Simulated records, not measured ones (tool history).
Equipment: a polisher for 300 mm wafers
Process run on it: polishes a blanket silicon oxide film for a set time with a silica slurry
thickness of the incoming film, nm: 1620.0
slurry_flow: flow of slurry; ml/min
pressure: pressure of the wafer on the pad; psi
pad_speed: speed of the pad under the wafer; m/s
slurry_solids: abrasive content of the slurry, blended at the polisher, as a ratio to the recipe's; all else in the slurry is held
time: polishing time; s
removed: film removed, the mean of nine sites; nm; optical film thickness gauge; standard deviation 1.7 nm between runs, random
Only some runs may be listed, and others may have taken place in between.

run 1 hour=0 | slurry_flow=295 pressure=3.3 pad_speed=1.5 slurry_solids=1 time=124 | removed=286.22
run 2 hour=3.4 | slurry_flow=295 pressure=4 pad_speed=1.5 slurry_solids=1 time=124 | removed=348.82
run 3 hour=9.9 | slurry_flow=295 pressure=4 pad_speed=1.5 slurry_solids=1 time=124 | removed=343.94
run 4 hour=16.5 | slurry_flow=295 pressure=4 pad_speed=1.5 slurry_solids=1.1 time=124 | removed=368.7
run 5 hour=22.8 | slurry_flow=295 pressure=3.3 pad_speed=1.5 slurry_solids=1.1 time=124 | removed=306.83
-- hour=28.2 slurry blender recalibrated
run 6 hour=28.2 | slurry_flow=295 pressure=2.8 pad_speed=1.5 slurry_solids=1.1 time=124 | removed=305.67
run 7 hour=34.2 | slurry_flow=295 pressure=2.4 pad_speed=1.38 slurry_solids=1.1 time=124 | removed=251.93
run 8 hour=41 | slurry_flow=295 pressure=2.1 pad_speed=1.38 slurry_solids=1.1 time=124 | removed=217.14

The next listed run, before its measurement:
run 9 hour=44.1 | slurry_flow=295 pressure=2.1 pad_speed=1.38 slurry_solids=1.1 time=124 | removed=?

{"run 9": {"removed": 221.31}}
